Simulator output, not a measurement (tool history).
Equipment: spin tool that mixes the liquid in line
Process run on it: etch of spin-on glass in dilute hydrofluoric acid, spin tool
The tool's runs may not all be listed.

| run | day | temperature setpoint of the liquid (C) | parts of water to one part of 49 % hydrofluoric acid (parts by volume) | time under the liquid (s) | thickness taken off the spin-on glass on a monitor wafer (angstrom) |
|---|---|---|---|---|---|
| 1 | 0.000 | 23.0 | 125 | 45 | 124.97 |
| 2 | 0.283 | 25.0 | 110 | 45 | 155.03 |
| 3 | 0.429 | 25.0 | 110 | 45 | 155.74 |
| 4 | 0.542 | 25.0 | 125 | 45 | 133.60 |
|  | 0.879 | thermometer replaced |
| 5 | 0.879 | 25.0 | 125 | 50 | 143.48 |
| 6 | 1.254 | 26.5 | 115 | 50 | 166.35 |

Run 7 comes next. What will it give?
| 7 | 1.425 | 27.5 | 105 | 50 | ? |

thickness taken off the spin-on glass on a monitor wafer (angstrom): 192.12
